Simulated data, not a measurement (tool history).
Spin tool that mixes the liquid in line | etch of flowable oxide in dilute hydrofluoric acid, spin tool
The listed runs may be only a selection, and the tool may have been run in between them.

| run | day | temperature setpoint of the liquid (C) | parts of water to one part of 49 % hydrofluoric acid (parts by volume) | time under the liquid (s) | thickness taken off the flowable oxide on a monitor wafer (Å) |
|---|---|---|---|---|---|
| 1 | 0 | 26 | 40 | 50 | 612.78 |
| 2 | 0.067 | 26 | 45 | 50 | 540.99 |
| 3 | 0.233 | 24 | 45 | 50 | 500.08 |
| 4 | 0.454 | 26.5 | 45 | 50 | 549.83 |
| 5 | 0.608 | 26.5 | 35 | 50 | 738.68 |
| 6 | 0.908 | 27.5 | 35 | 50 | 749.87 |
| 7 | 0.946 | 28.5 | 35 | 50 | 769.67 |
| 8 | 1.067 | 29.5 | 35 | 50 | 826.48 |

Predict the results of run 9:
| 9 | 1.225 | 30 | 35 | 50 | ? |

thickness taken off the flowable oxide on a monitor wafer (Å): 831.53
